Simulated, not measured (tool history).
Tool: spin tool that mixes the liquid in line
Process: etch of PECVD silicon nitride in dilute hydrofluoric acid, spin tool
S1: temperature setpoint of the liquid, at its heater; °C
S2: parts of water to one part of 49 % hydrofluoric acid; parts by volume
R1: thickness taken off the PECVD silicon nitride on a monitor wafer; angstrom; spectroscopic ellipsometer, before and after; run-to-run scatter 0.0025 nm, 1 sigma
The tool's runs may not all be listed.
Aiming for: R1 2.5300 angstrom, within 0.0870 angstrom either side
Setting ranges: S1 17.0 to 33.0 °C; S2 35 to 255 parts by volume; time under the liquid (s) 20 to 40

{"run": 1, "hour": 0.0, "S1": 25.0, "S2": 145, "time under the liquid (s)": 40, "R1": 4.7588}
{"run": 2, "hour": 3.8, "S1": 25.0, "S2": 145, "time under the liquid (s)": 40, "R1": 4.767}
{"run": 3, "hour": 11.3, "S1": 25.0, "S2": 145, "time under the liquid (s)": 40, "R1": 4.7255}
{"run": 4, "hour": 18.3, "S1": 25.0, "S2": 145, "time under the liquid (s)": 40, "R1": 4.7159}
{"run": 5, "hour": 25.5, "S1": 24.0, "S2": 150, "time under the liquid (s)": 40, "R1": 4.2486}
{"run": 6, "hour": 27.9, "S1": 24.0, "S2": 150, "time under the liquid (s)": 20, "R1": 2.133}
{"run": 7, "hour": 33.9, "S1": 24.5, "S2": 150, "time under the liquid (s)": 20, "R1": 2.2351}
{"run": 8, "hour": 39.9, "S1": 25.0, "S2": 150, "time under the liquid (s)": 20, "R1": 2.3164}
{"run": 9, "hour": 44.9, "S1": 25.5, "S2": 150, "time under the liquid (s)": 20, "R1": 2.3513}
{"run": 10, "hour": 49.9, "S1": 25.0, "S2": 150, "time under the liquid (s)": 20, "R1": 2.2933}
{"run": 11, "hour": 51.3, "S1": 25.5, "S2": 150, "time under the liquid (s)": 20, "R1": 2.357}
{"run": 12, "hour": 54.7, "S1": 24.5, "S2": 150, "time under the liquid (s)": 20, "R1": 2.2099}

Which one of the following 4 next-run settings gets every result inside its allowed miss? There is exactly one.
{"run": "A", "hour": 58.1, "S1": 20.0, "S2": 160, "time under the liquid (s)": 30, "R1": "?"}
{"run": "B", "hour": 58.1, "S1": 21.0, "S2": 140, "time under the liquid (s)": 20, "R1": "?"}
{"run": "C", "hour": 58.1, "S1": 22.0, "S2": 110, "time under the liquid (s)": 20, "R1": "?"}
{"run": "D", "hour": 58.1, "S1": 26.5, "S2": 160, "time under the liquid (s)": 20, "R1": "?"}

move=A R1=2.3266
move=B R1=1.8885
move=C R1=2.5567
move=D R1=2.3618
A: an improvement on the last run, though not all results are within tolerance
B: its largest miss is bigger than the last run's
C: hits every target within its allowed miss
D: an improvement on the last run, though not all results are within tolerance
C is the move that brings every result within its allowed miss.
